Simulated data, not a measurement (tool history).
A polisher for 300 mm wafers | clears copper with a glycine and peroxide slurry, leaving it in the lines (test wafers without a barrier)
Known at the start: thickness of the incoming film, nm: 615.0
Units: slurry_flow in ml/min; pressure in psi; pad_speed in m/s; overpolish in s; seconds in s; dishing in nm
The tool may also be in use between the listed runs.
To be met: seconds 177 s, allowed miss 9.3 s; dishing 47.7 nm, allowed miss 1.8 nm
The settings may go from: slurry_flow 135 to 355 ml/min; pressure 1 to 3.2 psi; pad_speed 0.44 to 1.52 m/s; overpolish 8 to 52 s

run	day	slurry_flow	pressure	pad_speed	overpolish	seconds	dishing
1	0	225	2.1	0.98	26	125.07	67.537
2	0.088	225	1.8	0.98	26	138.34	63.281
3	0.3	225	1.6	0.98	25	142.47	56.938
4	0.508	225	1.3	0.98	25	165.4	50.494
5	0.588	225	1.7	0.98	25	140.66	58.317
6	0.908	225	1.6	0.98	25	148.99	56.222
7	1.183	225	1.5	0.98	25	154.43	56.092
8	1.346	225	1.4	0.98	24	161.33	52.492
9	1.667	225	1.3	0.98	24	167.48	50.34

Which of these 4 next moves meets every target?
A	1.988	220	1.3	0.92	27	?	?
B	1.988	215	1	0.94	32	?	?
C	1.988	270	1.6	0.74	26	?	?
D	1.988	160	1.5	0.88	23	?	?

move	seconds	dishing
A	182.32	52.434
B	207.58	52.585
C	183.14	52.427
D	182.09	47.522
A: further off than the last run
B: further off than the last run
C: further off than the last run
D: meets every target
Answer: D

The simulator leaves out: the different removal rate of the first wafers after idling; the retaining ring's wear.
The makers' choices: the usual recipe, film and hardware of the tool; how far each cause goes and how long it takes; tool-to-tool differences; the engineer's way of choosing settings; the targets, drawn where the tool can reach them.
